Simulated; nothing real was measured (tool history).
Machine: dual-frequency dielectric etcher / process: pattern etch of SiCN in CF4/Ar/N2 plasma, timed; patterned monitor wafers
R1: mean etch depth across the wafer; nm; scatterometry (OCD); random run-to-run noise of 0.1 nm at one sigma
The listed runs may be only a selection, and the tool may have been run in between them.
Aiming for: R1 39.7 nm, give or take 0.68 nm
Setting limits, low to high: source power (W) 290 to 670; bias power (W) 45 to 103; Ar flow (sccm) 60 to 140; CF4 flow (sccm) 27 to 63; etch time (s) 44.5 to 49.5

{"run": 1, "day": 0.0, "source power (W)": 480, "bias power (W)": 74, "Ar flow (sccm)": 100, "CF4 flow (sccm)": 45, "etch time (s)": 49.5, "R1": 43.178}
{"run": 2, "day": 0.104, "source power (W)": 470, "bias power (W)": 74, "Ar flow (sccm)": 100, "CF4 flow (sccm)": 45, "etch time (s)": 49.5, "R1": 42.771}
{"run": 3, "day": 0.221, "source power (W)": 470, "bias power (W)": 83, "Ar flow (sccm)": 100, "CF4 flow (sccm)": 45, "etch time (s)": 49.5, "R1": 44.955}
{"run": 4, "day": 0.458, "source power (W)": 450, "bias power (W)": 83, "Ar flow (sccm)": 100, "CF4 flow (sccm)": 45, "etch time (s)": 49.5, "R1": 43.839}
{"run": 5, "day": 0.717, "source power (W)": 440, "bias power (W)": 83, "Ar flow (sccm)": 100, "CF4 flow (sccm)": 45, "etch time (s)": 49.5, "R1": 43.281}
{"run": 6, "day": 0.917, "source power (W)": 440, "bias power (W)": 83, "Ar flow (sccm)": 113, "CF4 flow (sccm)": 45, "etch time (s)": 49.5, "R1": 42.337}
{"run": 7, "day": 1.046, "source power (W)": 430, "bias power (W)": 83, "Ar flow (sccm)": 113, "CF4 flow (sccm)": 45, "etch time (s)": 49.5, "R1": 41.807}
{"run": 8, "day": 1.204, "source power (W)": 420, "bias power (W)": 83, "Ar flow (sccm)": 113, "CF4 flow (sccm)": 45, "etch time (s)": 49.5, "R1": 41.315}
{"run": 9, "day": 1.508, "source power (W)": 410, "bias power (W)": 83, "Ar flow (sccm)": 113, "CF4 flow (sccm)": 45, "etch time (s)": 49.5, "R1": 40.557}

Pick the move, out of 5, that brings all results within their allowed miss; only one does.
{"run": "A", "day": 1.812, "source power (W)": 400, "bias power (W)": 91, "Ar flow (sccm)": 108, "CF4 flow (sccm)": 46, "etch time (s)": 48, "R1": "?"}
{"run": "B", "day": 1.812, "source power (W)": 420, "bias power (W)": 84, "Ar flow (sccm)": 110, "CF4 flow (sccm)": 46, "etch time (s)": 48.5, "R1": "?"}
{"run": "C", "day": 1.812, "source power (W)": 380, "bias power (W)": 87, "Ar flow (sccm)": 92, "CF4 flow (sccm)": 44, "etch time (s)": 49.5, "R1": "?"}
{"run": "D", "day": 1.812, "source power (W)": 420, "bias power (W)": 79, "Ar flow (sccm)": 99, "CF4 flow (sccm)": 48, "etch time (s)": 47, "R1": "?"}
{"run": "E", "day": 1.812, "source power (W)": 430, "bias power (W)": 89, "Ar flow (sccm)": 110, "CF4 flow (sccm)": 40, "etch time (s)": 47.5, "R1": "?"}

move=A R1=41.04
move=B R1=40.992
move=C R1=41.415
move=D R1=39.704
move=E R1=40.989
A: misses by more than the last run did
B: misses by more than the last run did
C: misses by more than the last run did
D: meets every target
E: misses by more than the last run did
D meets every target.
